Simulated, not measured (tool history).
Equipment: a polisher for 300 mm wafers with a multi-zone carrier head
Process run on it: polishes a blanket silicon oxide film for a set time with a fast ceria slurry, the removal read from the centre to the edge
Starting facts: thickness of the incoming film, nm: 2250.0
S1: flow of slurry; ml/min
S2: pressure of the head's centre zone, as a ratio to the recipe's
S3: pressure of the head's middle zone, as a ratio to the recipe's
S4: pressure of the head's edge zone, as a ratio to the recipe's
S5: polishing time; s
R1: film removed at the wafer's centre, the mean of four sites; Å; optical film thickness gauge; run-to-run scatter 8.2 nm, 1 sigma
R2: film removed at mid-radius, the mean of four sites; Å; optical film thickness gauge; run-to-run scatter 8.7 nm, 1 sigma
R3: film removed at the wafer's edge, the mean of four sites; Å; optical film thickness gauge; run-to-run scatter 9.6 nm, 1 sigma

Run 1, hour 0.0: S1 160 ml/min, S2 1.00, S3 1.00, S4 1.00, S5 35 s. Result: R1 9954.7 Å, R2 9986.8 Å, R3 9923.7 Å.
Run 2, hour 6.0: S1 155 ml/min, S2 0.99, S3 0.97, S4 0.99, S5 33 s. Result: R1 9134.1 Å, R2 8912.8 Å, R3 9155.9 Å.
Run 3, hour 13.9: S1 155 ml/min, S2 1.05, S3 0.97, S4 0.99, S5 33 s. Result: R1 9749.6 Å, R2 8941.3 Å, R3 9501.2 Å.
Run 4, hour 16.4: S1 155 ml/min, S2 1.05, S3 0.97, S4 0.93, S5 33 s. Result: R1 9475.3 Å, R2 9089.4 Å, R3 9288.9 Å.
Run 5, hour 17.3: S1 135 ml/min, S2 1.05, S3 0.97, S4 0.93, S5 33 s. Result: R1 9256.2 Å, R2 8670.4 Å, R3 8776.6 Å.
Run 6, hour 24.0: S1 175 ml/min, S2 1.05, S3 0.97, S4 0.93, S5 33 s. Result: R1 10009.0 Å, R2 9174.5 Å, R3 8877.0 Å.
Run 7, hour 30.5: S1 165 ml/min, S2 1.02, S3 0.95, S4 0.92, S5 32 s. Result: R1 9384.4 Å, R2 8850.7 Å, R3 8781.5 Å.
Run 8, hour 33.4: S1 155 ml/min, S2 1.00, S3 0.94, S4 0.92, S5 30 s. Result: R1 8323.7 Å, R2 7976.5 Å, R3 8086.5 Å.
Run 9, hour 38.5: S1 150 ml/min, S2 0.98, S3 0.92, S4 0.91, S5 29 s. Result: R1 7870.4 Å, R2 7538.9 Å, R3 7816.2 Å.

Predict the results of run 10:
Run 10, hour 40.2: S1 145 ml/min, S2 0.97, S3 0.91, S4 0.90, S5 28 s. Result: R1 ?, R2 ?, R3 ?.

{"run 10": {"R1": 7540.6, "R2": 7234.2, "R3": 7440.0}}

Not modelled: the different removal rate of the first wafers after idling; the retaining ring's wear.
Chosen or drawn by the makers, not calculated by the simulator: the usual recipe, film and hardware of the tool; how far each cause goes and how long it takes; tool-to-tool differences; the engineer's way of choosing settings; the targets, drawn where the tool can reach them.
